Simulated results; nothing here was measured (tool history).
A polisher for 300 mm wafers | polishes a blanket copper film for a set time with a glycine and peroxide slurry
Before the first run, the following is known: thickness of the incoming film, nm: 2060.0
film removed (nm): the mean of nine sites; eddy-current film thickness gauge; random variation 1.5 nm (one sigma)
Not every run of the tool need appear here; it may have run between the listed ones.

run,hour,flow of slurry (ml/min),pressure of the wafer on the pad (psi),speed of the pad under the wafer (m/s),polishing time (s),film removed (nm)
1,0,215,3.3,1,25,140.84
2,7.1,215,2.9,1,25,127.7
3,9.3,255,2.9,1,25,130.35
4,16.7,300,2.9,1,25,131.72
5,20.2,300,3.6,1,25,159.93
6,26.9,300,4,1,25,176.59
# hour 27.6: slurry nozzle cleaned
7,27.6,300,4.3,1,25,191.39
8,31.9,300,4.5,1,25,199.63

Predict the results of run 9:
9,32.8,305,4.7,1,25,?

Logged for run 9: film removed (nm) 207.65.
